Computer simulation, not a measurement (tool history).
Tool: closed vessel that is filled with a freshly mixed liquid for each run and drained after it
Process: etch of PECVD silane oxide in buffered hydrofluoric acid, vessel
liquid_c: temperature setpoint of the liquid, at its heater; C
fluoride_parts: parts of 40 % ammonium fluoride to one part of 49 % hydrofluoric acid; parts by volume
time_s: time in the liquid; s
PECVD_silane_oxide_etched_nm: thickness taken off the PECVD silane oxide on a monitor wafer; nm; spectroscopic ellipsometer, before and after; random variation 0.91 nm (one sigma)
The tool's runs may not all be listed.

run 1 hour=0.0 | liquid_c=22.0 fluoride_parts=16.5 time_s=85 | PECVD_silane_oxide_etched_nm=175.77
run 2 hour=4.6 | liquid_c=21.0 fluoride_parts=16.5 time_s=85 | PECVD_silane_oxide_etched_nm=166.43
run 3 hour=12.8 | liquid_c=20.0 fluoride_parts=16.5 time_s=85 | PECVD_silane_oxide_etched_nm=156.98
run 4 hour=13.8 | liquid_c=19.5 fluoride_parts=16.5 time_s=85 | PECVD_silane_oxide_etched_nm=153.64
run 5 hour=14.8 | liquid_c=22.5 fluoride_parts=16.5 time_s=85 | PECVD_silane_oxide_etched_nm=181.10
run 6 hour=15.9 | liquid_c=22.5 fluoride_parts=16.5 time_s=95 | PECVD_silane_oxide_etched_nm=202.53
run 7 hour=23.1 | liquid_c=21.0 fluoride_parts=17.0 time_s=95 | PECVD_silane_oxide_etched_nm=181.66
run 8 hour=30.8 | liquid_c=20.0 fluoride_parts=17.5 time_s=95 | PECVD_silane_oxide_etched_nm=165.44
run 9 hour=33.4 | liquid_c=19.5 fluoride_parts=17.5 time_s=95 | PECVD_silane_oxide_etched_nm=161.91

Forecast run 10:
run 10 hour=37.9 | liquid_c=19.0 fluoride_parts=17.5 time_s=95 | PECVD_silane_oxide_etched_nm=?

PECVD_silane_oxide_etched_nm: 155.46 nm

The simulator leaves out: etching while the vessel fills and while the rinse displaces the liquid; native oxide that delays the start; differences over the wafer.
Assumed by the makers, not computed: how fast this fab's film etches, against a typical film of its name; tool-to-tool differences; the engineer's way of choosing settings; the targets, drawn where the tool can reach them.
